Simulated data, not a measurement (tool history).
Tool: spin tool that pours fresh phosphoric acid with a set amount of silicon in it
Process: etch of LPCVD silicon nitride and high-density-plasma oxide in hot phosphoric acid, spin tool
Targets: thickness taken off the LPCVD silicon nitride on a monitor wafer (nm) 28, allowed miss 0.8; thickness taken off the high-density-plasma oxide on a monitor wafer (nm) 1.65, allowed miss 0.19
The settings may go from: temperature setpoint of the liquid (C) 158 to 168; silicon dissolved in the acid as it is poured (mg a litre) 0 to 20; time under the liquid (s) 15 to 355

run	hour	temperature setpoint of the liquid (C)	silicon dissolved in the acid as it is poured (mg a litre)	time under the liquid (s)	thickness taken off the LPCVD silicon nitride on a monitor wafer (nm)	thickness taken off the high-density-plasma oxide on a monitor wafer (nm)
1	0	163	9	180	16.437	0.92617
2	2	163	9	145	13.329	0.78444
3	10.9	164	9.5	175	16.661	0.9685
4	16.5	165	10	195	19.003	1.1945
5	22.4	165	11	215	21.052	1.2381
6	31.3	165	14.5	215	21.049	1.1255
7	32.8	165.5	14	225	22.506	1.25
8	41.5	166	14	235	23.923	1.2728
9	50.1	166.5	13	240	24.933	1.4836

5 next moves are on the table. One of them brings every result within its allowed miss. Which?
A	58.7	168	16	260	?	?
B	58.7	165	20	285	?	?
C	58.7	167	12.5	255	?	?
D	58.7	164.5	17.5	270	?	?
E	58.7	166	9	255	?	?

move	thickness taken off the LPCVD silicon nitride on a monitor wafer (nm)	thickness taken off the high-density-plasma oxide on a monitor wafer (nm)
A	28.143	1.6986
B	27.975	1.3467
C	26.721	1.69
D	26.071	1.3182
E	25.864	1.7022
A: meets every target
B: brings the result that was furthest off to its target, and leaves another outside
C: nearer than the last run, and not there yet
D: nearer than the last run, and not there yet
E: nearer than the last run, and not there yet
Answer: A

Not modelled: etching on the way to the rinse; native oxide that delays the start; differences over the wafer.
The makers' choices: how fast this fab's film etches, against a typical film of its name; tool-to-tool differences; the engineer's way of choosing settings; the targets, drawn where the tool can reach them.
